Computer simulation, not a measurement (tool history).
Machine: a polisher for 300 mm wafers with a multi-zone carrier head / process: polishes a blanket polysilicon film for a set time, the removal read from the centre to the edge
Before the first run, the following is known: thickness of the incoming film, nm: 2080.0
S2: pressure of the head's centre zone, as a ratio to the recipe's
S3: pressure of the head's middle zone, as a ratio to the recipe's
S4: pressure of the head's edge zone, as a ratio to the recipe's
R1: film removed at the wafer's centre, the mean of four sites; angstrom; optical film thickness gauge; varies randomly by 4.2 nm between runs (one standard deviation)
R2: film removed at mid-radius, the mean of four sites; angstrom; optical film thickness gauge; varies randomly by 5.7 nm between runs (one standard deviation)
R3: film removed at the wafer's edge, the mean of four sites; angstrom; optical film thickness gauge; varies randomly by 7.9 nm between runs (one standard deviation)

Run 1, day 0.000: flow of slurry (ml/min) 195, S2 1.00, S3 1.00, S4 1.00, polishing time (s) 43. Result: R1 4061.8 angstrom, R2 4213.3 angstrom, R3 4067.8 angstrom.
Run 2, day 0.338: flow of slurry (ml/min) 195, S2 1.07, S3 1.00, S4 1.00, polishing time (s) 43. Result: R1 4345.3 angstrom, R2 4235.7 angstrom, R3 4100.8 angstrom.
Run 3, day 0.517: flow of slurry (ml/min) 195, S2 1.04, S3 1.00, S4 1.03, polishing time (s) 44. Result: R1 4341.8 angstrom, R2 4237.3 angstrom, R3 4246.9 angstrom.
Run 4, day 0.771: flow of slurry (ml/min) 195, S2 1.04, S3 1.00, S4 1.07, polishing time (s) 44. Result: R1 4284.1 angstrom, R2 4269.1 angstrom, R3 4210.3 angstrom.
Run 5, day 0.862: flow of slurry (ml/min) 195, S2 1.11, S3 1.00, S4 1.07, polishing time (s) 44. Result: R1 4649.6 angstrom, R2 4270.9 angstrom, R3 4230.5 angstrom.
Run 6, day 1.217: flow of slurry (ml/min) 195, S2 1.07, S3 1.00, S4 1.07, polishing time (s) 44. Result: R1 4445.2 angstrom, R2 4346.1 angstrom, R3 4381.7 angstrom.
Run 7, day 1.342: flow of slurry (ml/min) 195, S2 1.07, S3 1.00, S4 1.07, polishing time (s) 44. Result: R1 4437.6 angstrom, R2 4177.7 angstrom, R3 4254.7 angstrom.

Forecast run 8:
Run 8, day 1.371: flow of slurry (ml/min) 195, S2 1.04, S3 1.01, S4 1.08, polishing time (s) 45. Result: R1 ?, R2 ?, R3 ?.

R1: 4389.2 angstrom
R2: 4400.1 angstrom
R3: 4439.4 angstrom

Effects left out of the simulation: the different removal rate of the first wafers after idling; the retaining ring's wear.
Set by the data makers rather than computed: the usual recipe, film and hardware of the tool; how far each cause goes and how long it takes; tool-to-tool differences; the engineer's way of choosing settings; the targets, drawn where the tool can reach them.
